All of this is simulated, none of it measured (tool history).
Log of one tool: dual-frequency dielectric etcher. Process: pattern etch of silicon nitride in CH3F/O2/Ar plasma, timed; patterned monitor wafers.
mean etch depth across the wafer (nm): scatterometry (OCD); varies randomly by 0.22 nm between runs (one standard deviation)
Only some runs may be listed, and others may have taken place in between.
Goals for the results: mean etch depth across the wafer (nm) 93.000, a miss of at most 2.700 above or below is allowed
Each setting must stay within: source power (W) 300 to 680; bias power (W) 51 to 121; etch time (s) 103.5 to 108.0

run  hour  source power (W)  bias power (W)  etch time (s)  mean etch depth across the wafer (nm)
  1   0.0               490              86          103.5                                 80.139
  2   4.5               490              86          108.0                                 83.023
  3   9.0               520              89          108.0                                 86.297
  4  15.6               540              91          108.0                                 87.638
  5  21.0               540              91          103.5                                 84.210
  6  21.9               460              91          103.5                                 79.751
  7  24.2               490              96          104.0                                 84.016
  8  25.7               510              99          104.0                                 86.021
  9  26.5               530             101          104.0                                 87.190
 10  30.6               550             103          104.0                                 89.138

4 next moves are on the table. One of them brings every result within its allowed miss. Which?
  A  34.7               580              97          103.5                                      ?
  B  34.7               520             105          104.0                                      ?
  C  34.7               550             101          108.0                                      ?
  D  34.7               560              92          104.5                                      ?

move  mean etch depth across the wafer (nm)
   A                                 88.405
   B                                 88.643
   C                                 92.206
   D                                 86.460
A: the biggest miss grows against the last run
B: the biggest miss grows against the last run
C: in spec on every target
D: the biggest miss grows against the last run
Correct choice: C, which meets every target
